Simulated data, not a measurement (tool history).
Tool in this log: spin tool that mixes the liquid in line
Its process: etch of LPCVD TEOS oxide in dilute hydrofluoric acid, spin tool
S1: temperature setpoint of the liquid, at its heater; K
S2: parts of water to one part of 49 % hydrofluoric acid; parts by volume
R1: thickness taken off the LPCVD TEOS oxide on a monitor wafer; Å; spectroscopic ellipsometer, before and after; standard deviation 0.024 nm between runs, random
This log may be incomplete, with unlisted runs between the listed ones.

run 1 hour=0.0 | S1=298.15 S2=270 time_under_the_liquid_(s)=60 | R1=82.487
run 2 hour=3.9 | S1=299.65 S2=270 time_under_the_liquid_(s)=60 | R1=86.558
run 3 hour=10.2 | S1=299.65 S2=270 time_under_the_liquid_(s)=60 | R1=86.271
run 4 hour=14.2 | S1=297.15 S2=270 time_under_the_liquid_(s)=60 | R1=78.456
run 5 hour=16.1 | S1=295.65 S2=270 time_under_the_liquid_(s)=60 | R1=75.008
run 6 hour=20.8 | S1=294.15 S2=270 time_under_the_liquid_(s)=60 | R1=71.653

Run 7, settings as shown, results not yet in. Your forecast:
run 7 hour=26.5 | S1=293.15 S2=270 time_under_the_liquid_(s)=60 | R1=?

{"run 7": {"R1": 68.299}}
